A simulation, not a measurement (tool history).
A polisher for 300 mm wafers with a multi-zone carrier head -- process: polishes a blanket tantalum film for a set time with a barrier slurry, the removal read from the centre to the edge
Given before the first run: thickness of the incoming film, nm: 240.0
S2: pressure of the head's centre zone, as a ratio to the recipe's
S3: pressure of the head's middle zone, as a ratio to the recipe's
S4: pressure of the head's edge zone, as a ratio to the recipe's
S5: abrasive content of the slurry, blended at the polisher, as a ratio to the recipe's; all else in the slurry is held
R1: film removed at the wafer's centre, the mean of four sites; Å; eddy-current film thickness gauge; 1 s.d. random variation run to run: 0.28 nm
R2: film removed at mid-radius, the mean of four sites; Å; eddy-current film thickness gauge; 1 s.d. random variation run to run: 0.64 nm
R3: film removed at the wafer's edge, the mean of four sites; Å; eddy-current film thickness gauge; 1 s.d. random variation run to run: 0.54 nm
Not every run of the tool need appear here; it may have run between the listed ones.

run 1 hour=0.0 | flow_of_slurry_(ml/min)=225 S2=1.00 S3=1.00 S4=1.00 S5=1.0 polishing_time_(s)=57 | R1=760.03 R2=800.04 R3=805.77
run 2 hour=5.8 | flow_of_slurry_(ml/min)=225 S2=1.00 S3=1.00 S4=0.95 S5=1.0 polishing_time_(s)=57 | R1=760.33 R2=804.54 R3=794.80
run 3 hour=7.4 | flow_of_slurry_(ml/min)=245 S2=1.00 S3=1.00 S4=0.95 S5=1.0 polishing_time_(s)=57 | R1=777.62 R2=805.99 R3=791.21
run 4 hour=12.7 | flow_of_slurry_(ml/min)=245 S2=1.00 S3=1.00 S4=0.95 S5=1.0 polishing_time_(s)=43 | R1=585.33 R2=616.78 R3=588.33
run 5 hour=20.3 | flow_of_slurry_(ml/min)=245 S2=1.00 S3=1.00 S4=0.95 S5=0.8 polishing_time_(s)=43 | R1=551.38 R2=575.37 R3=567.72
run 6 hour=21.8 | flow_of_slurry_(ml/min)=245 S2=1.05 S3=1.00 S4=0.95 S5=0.8 polishing_time_(s)=43 | R1=585.25 R2=566.86 R3=568.08

Estimate the outcome of run 7 from the log above:
run 7 hour=26.6 | flow_of_slurry_(ml/min)=235 S2=1.03 S3=0.98 S4=0.97 S5=0.8 polishing_time_(s)=43 | R1=? R2=? R3=?

Run 7 gave R1 564.96 Å, R2 552.51 Å, R3 566.94 Å.
